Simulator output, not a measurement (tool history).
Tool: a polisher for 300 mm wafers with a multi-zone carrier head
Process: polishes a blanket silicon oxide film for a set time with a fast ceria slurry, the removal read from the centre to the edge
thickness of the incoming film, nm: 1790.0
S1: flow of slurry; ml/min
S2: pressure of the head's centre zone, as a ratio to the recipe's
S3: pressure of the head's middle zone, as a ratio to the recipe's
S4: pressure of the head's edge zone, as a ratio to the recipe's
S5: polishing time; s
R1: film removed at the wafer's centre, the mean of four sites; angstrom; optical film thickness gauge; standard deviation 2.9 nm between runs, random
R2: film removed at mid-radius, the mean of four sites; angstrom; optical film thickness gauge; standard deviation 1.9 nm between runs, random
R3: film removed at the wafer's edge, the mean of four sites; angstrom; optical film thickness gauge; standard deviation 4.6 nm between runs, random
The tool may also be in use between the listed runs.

run  hour   S1    S2    S3    S4  S5      R1      R2      R3
  1   0.0  285  1.00  1.00  1.00  44  4932.7  4928.8  4988.1
  2   8.9  280  1.00  0.97  1.00  41  4604.0  4478.2  4650.4
  3  11.9  275  1.00  0.94  1.00  38  4329.0  4031.7  4204.5
  4  16.0  265  0.99  0.92  1.02  36  4030.3  3765.7  4013.4
  5  22.9  260  0.99  0.90  1.04  35  3868.8  3602.2  3956.8
  6  28.4  195  0.99  0.90  1.04  35  3746.3  3503.8  3899.2
  7  37.4  195  0.99  0.88  1.04  34  3682.3  3314.0  3798.0
  8  40.1  195  0.98  0.87  1.03  33  3552.4  3194.4  3536.2
  9  44.7  190  0.98  0.86  1.04  32  3358.7  3083.5  3562.1
 10  47.0  190  0.98  0.85  1.04  32  3407.1  3024.2  3618.2
 11  54.1  190  0.97  0.84  1.02  32  3386.4  3036.7  3498.1

What does the tool deliver on the next run?
 12  56.7  190  0.97  0.83  1.02  32   ?   ?   ?

Run 12 measured R1 3397.7 angstrom, R2 3039.7 angstrom, R3 3556.8 angstrom.
